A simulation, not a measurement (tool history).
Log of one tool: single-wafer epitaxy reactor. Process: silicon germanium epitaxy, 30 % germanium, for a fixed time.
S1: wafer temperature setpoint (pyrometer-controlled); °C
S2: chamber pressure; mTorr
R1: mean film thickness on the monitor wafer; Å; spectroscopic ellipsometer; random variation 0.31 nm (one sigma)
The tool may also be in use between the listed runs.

run 1 hour=0.0 | S1=620 S2=25100 | R1=875.56
run 2 hour=1.7 | S1=620 S2=23100 | R1=846.11
run 3 hour=9.5 | S1=619 S2=23100 | R1=829.15
run 4 hour=10.5 | S1=619 S2=21300 | R1=801.43
run 5 hour=16.1 | S1=628 S2=21300 | R1=960.51
run 6 hour=22.9 | S1=626 S2=21300 | R1=921.57
run 7 hour=26.8 | S1=626 S2=21300 | R1=921.39

The next listed run, before its measurement:
run 8 hour=32.5 | S1=624 S2=21300 | R1=?

Run 8 gave R1 881.52 Å.

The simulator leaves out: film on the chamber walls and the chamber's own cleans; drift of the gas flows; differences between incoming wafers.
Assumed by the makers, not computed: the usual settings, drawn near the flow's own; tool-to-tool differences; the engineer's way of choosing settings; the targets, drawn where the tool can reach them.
